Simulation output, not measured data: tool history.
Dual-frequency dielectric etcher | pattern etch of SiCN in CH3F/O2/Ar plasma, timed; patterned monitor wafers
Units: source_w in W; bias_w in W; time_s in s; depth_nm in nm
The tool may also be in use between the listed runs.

Run 1, hour 0.0: source_w 350 W, bias_w 85 W, time_s 70.0 s. Result: depth_nm 25.101 nm.
Run 2, hour 0.7: source_w 370 W, bias_w 89 W, time_s 70.5 s. Result: depth_nm 26.661 nm.
Run 3, hour 1.3: source_w 390 W, bias_w 91 W, time_s 70.5 s. Result: depth_nm 27.854 nm.
Run 4, hour 7.2: source_w 390 W, bias_w 91 W, time_s 70.0 s. Result: depth_nm 27.331 nm.
Run 5, hour 9.8: source_w 390 W, bias_w 91 W, time_s 73.0 s. Result: depth_nm 28.573 nm.
Run 6, hour 13.8: source_w 390 W, bias_w 83 W, time_s 73.0 s. Result: depth_nm 27.234 nm.
Run 7, hour 19.9: source_w 400 W, bias_w 85 W, time_s 73.0 s. Result: depth_nm 27.712 nm.
Run 8, hour 22.0: source_w 410 W, bias_w 87 W, time_s 73.0 s. Result: depth_nm 28.809 nm.
At hour 30.0: source power generator calibrated.
Run 9, hour 30.0: source_w 420 W, bias_w 88 W, time_s 73.0 s. Result: depth_nm 29.232 nm.

The next listed run, before its measurement:
Run 10, hour 34.2: source_w 430 W, bias_w 89 W, time_s 73.0 s. Result: depth_nm ?.

depth_nm: 29.729 nm
